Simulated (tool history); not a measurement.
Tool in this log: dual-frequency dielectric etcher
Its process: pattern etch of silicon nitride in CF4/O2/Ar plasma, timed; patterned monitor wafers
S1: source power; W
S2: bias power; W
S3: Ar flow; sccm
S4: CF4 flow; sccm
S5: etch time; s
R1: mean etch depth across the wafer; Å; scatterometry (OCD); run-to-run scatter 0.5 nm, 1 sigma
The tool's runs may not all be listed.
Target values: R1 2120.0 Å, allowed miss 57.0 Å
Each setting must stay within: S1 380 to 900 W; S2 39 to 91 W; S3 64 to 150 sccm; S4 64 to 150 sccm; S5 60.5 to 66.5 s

run	hour	S1	S2	S3	S4	S5	R1
1	0.0	640	65	107	107	66.5	1794.1
2	4.0	640	65	107	119	66.5	1805.8
3	11.8	670	65	107	119	66.5	1875.2
4	20.4	670	65	107	133	66.5	1885.0
5	24.9	670	65	107	133	60.5	1724.9
6	29.2	670	65	91	133	60.5	1757.9
7	37.3	710	66	91	133	60.5	1835.0
8	44.0	740	67	91	133	60.5	1914.8
9	50.9	760	67	91	133	60.5	1945.7
10	56.8	760	67	91	133	60.5	1942.6
11	60.1	760	67	91	133	60.5	1946.9
12	65.9	780	67	91	133	60.5	1982.1
13	73.1	800	67	91	133	60.5	2026.4

Below are 5 possible settings for the next run. Only one of them brings all results inside the allowed miss of their targets. Which is it?
A	80.3	760	67	94	124	62.0	?
B	80.3	800	64	128	126	62.5	?
C	80.3	790	57	86	124	63.0	?
D	80.3	740	66	112	145	62.5	?
E	80.3	730	75	92	147	63.5	?

move	R1
A	1975.4
B	1965.8
C	1935.4
D	1940.8
E	2108.2
A: the biggest miss grows against the last run
B: the biggest miss grows against the last run
C: the biggest miss grows against the last run
D: the biggest miss grows against the last run
E: every result within its allowed miss
The move that meets every target is E.

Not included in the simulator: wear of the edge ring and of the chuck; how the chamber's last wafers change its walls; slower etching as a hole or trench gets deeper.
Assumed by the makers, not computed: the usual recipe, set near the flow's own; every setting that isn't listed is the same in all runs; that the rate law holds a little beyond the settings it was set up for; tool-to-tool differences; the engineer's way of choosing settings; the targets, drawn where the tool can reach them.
